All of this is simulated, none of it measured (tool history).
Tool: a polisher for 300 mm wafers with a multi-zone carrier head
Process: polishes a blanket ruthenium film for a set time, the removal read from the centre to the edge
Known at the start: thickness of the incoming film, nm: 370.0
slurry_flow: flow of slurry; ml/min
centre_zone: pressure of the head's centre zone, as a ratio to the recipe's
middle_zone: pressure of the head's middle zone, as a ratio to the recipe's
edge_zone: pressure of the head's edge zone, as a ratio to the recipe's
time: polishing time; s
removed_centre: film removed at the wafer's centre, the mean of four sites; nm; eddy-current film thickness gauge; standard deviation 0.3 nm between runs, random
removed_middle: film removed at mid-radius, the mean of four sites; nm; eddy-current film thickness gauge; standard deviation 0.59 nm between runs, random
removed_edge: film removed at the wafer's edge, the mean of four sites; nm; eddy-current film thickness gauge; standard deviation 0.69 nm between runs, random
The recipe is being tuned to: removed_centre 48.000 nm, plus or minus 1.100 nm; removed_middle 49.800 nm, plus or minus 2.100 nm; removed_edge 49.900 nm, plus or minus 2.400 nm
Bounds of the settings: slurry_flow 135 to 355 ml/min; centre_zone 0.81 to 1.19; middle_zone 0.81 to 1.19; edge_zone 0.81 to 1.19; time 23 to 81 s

run	hour	slurry_flow	centre_zone	middle_zone	edge_zone	time	removed_centre	removed_middle	removed_edge
1	0.0	225	1.00	1.00	1.00	52	56.469	56.369	58.365
2	8.3	225	1.00	1.06	1.00	52	56.509	58.530	58.707
3	9.8	225	1.07	1.06	1.00	52	60.196	58.689	57.775
4	17.7	220	1.04	1.04	0.98	51	57.562	56.726	56.465
5	24.1	215	1.02	1.03	0.96	50	54.050	55.507	54.760
6	26.7	210	1.02	1.01	0.95	50	54.574	54.243	54.263
7	33.3	205	1.01	1.00	0.94	50	53.509	53.979	54.751
8	36.3	205	1.01	1.00	0.93	49	53.049	51.492	52.440
9	42.3	200	1.00	1.00	0.92	49	52.068	52.031	53.008
10	50.8	195	0.99	1.00	0.91	49	51.597	51.582	52.631
11	54.7	190	0.98	1.00	0.90	49	50.546	51.453	52.742
12	62.9	190	0.98	1.00	0.89	49	50.840	50.930	52.433
13	70.4	190	0.98	1.01	0.88	49	50.392	51.612	51.942
14	76.1	185	0.98	1.01	0.87	49	51.124	51.768	51.050
15	83.8	180	0.97	1.01	0.87	49	50.028	50.916	51.107
16	85.9	175	0.97	1.01	0.87	49	49.818	52.088	50.490
17	87.7	170	0.97	1.00	0.87	49	49.647	49.543	49.595
18	91.4	170	0.96	1.00	0.87	49	49.335	50.560	50.017

Which single option among these 4 for the next run brings every result within its allowed miss of target? Just one does.
A	95.1	180	0.94	1.00	0.90	48	?	?	?
B	95.1	135	0.99	1.03	1.02	51	?	?	?
C	95.1	135	0.94	0.98	0.81	53	?	?	?
D	95.1	280	0.96	0.92	0.87	47	?	?	?

move	removed_centre	removed_middle	removed_edge
A	47.924	50.711	49.797
B	50.441	52.861	54.365
C	50.358	52.698	50.831
D	50.476	48.739	49.941
A: meets every target
B: misses by more than the last run did
C: misses by more than the last run did
D: misses by more than the last run did
So the answer is move A, the one that meets all the targets.
